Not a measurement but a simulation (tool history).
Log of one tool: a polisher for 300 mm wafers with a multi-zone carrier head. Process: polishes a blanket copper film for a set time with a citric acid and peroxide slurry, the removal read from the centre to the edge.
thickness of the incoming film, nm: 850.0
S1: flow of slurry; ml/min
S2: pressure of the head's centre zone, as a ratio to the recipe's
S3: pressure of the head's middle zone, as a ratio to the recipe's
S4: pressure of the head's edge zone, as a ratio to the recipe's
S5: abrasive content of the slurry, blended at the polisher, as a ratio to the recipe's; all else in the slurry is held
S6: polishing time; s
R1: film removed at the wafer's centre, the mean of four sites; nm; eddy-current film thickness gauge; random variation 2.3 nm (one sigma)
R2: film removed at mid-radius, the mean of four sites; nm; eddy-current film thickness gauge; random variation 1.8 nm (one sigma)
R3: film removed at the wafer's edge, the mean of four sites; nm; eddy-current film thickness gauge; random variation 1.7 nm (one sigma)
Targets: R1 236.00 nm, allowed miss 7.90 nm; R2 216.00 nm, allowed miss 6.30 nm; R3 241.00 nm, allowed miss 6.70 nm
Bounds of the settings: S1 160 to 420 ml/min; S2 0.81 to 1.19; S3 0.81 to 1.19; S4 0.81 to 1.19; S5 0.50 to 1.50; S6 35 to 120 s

{"run": 1, "hour": 0.0, "S1": 270, "S2": 1.0, "S3": 1.0, "S4": 1.0, "S5": 1.0, "S6": 77, "R1": 194.81, "R2": 184.26, "R3": 182.58}
{"run": 2, "hour": 2.5, "S1": 270, "S2": 1.0, "S3": 1.0, "S4": 1.02, "S5": 1.05, "S6": 78, "R1": 200.07, "R2": 190.54, "R3": 185.98}
{"run": 3, "hour": 5.2, "S1": 270, "S2": 0.99, "S3": 0.98, "S4": 1.03, "S5": 1.1, "S6": 79, "R1": 207.36, "R2": 189.84, "R3": 191.16}
{"run": 4, "hour": 10.3, "S1": 270, "S2": 0.99, "S3": 0.98, "S4": 1.03, "S5": 1.0, "S6": 79, "R1": 201.03, "R2": 188.2, "R3": 188.74}
{"run": 5, "hour": 18.1, "S1": 270, "S2": 0.98, "S3": 0.97, "S4": 1.04, "S5": 1.05, "S6": 80, "R1": 203.65, "R2": 192.0, "R3": 192.05}
{"run": 6, "hour": 25.7, "S1": 270, "S2": 0.98, "S3": 0.97, "S4": 1.04, "S5": 0.9, "S6": 80, "R1": 198.63, "R2": 185.15, "R3": 185.69}
{"run": 7, "hour": 32.4, "S1": 265, "S2": 0.97, "S3": 0.96, "S4": 1.05, "S5": 0.95, "S6": 81, "R1": 197.42, "R2": 188.63, "R3": 193.16}
{"run": 8, "hour": 39.1, "S1": 265, "S2": 0.97, "S3": 0.96, "S4": 1.05, "S5": 0.95, "S6": 81, "R1": 196.28, "R2": 186.37, "R3": 189.68}
{"run": 9, "hour": 40.3, "S1": 260, "S2": 0.97, "S3": 0.95, "S4": 1.06, "S5": 1.0, "S6": 82, "R1": 200.5, "R2": 189.83, "R3": 197.44}
{"run": 10, "hour": 43.3, "S1": 260, "S2": 0.97, "S3": 0.95, "S4": 1.07, "S5": 1.05, "S6": 82, "R1": 203.29, "R2": 189.26, "R3": 197.03}
{"run": 11, "hour": 44.4, "S1": 285, "S2": 0.91, "S3": 0.91, "S4": 1.17, "S5": 1.3, "S6": 93, "R1": 228.01, "R2": 218.96, "R3": 253.08}
{"run": 12, "hour": 52.8, "S1": 285, "S2": 0.91, "S3": 0.91, "S4": 1.16, "S5": 1.3, "S6": 93, "R1": 231.86, "R2": 219.77, "R3": 247.84}

Which of these 5 next moves meets every target?
{"run": "A", "hour": 61.2, "S1": 190, "S2": 0.88, "S3": 0.83, "S4": 1.19, "S5": 1.45, "S6": 101, "R1": "?", "R2": "?", "R3": "?"}
{"run": "B", "hour": 61.2, "S1": 330, "S2": 0.93, "S3": 0.89, "S4": 1.09, "S5": 1.35, "S6": 92, "R1": "?", "R2": "?", "R3": "?"}
{"run": "C", "hour": 61.2, "S1": 290, "S2": 0.94, "S3": 0.89, "S4": 1.17, "S5": 1.4, "S6": 93, "R1": "?", "R2": "?", "R3": "?"}
{"run": "D", "hour": 61.2, "S1": 245, "S2": 0.91, "S3": 0.9, "S4": 1.19, "S5": 1.45, "S6": 89, "R1": "?", "R2": "?", "R3": "?"}
{"run": "E", "hour": 61.2, "S1": 270, "S2": 0.87, "S3": 0.83, "S4": 1.19, "S5": 1.2, "S6": 100, "R1": "?", "R2": "?", "R3": "?"}

move=A R1=232.86 R2=218.14 R3=270.61
move=B R1=234.09 R2=218.40 R3=241.24
move=C R1=238.18 R2=220.04 R3=252.71
move=D R1=218.55 R2=210.87 R3=242.92
move=E R1=228.06 R2=215.28 R3=264.71
A: further off than the last run
B: meets every target
C: further off than the last run
D: brings the result that was furthest off to its target, and leaves another outside
E: further off than the last run
The right move is B.
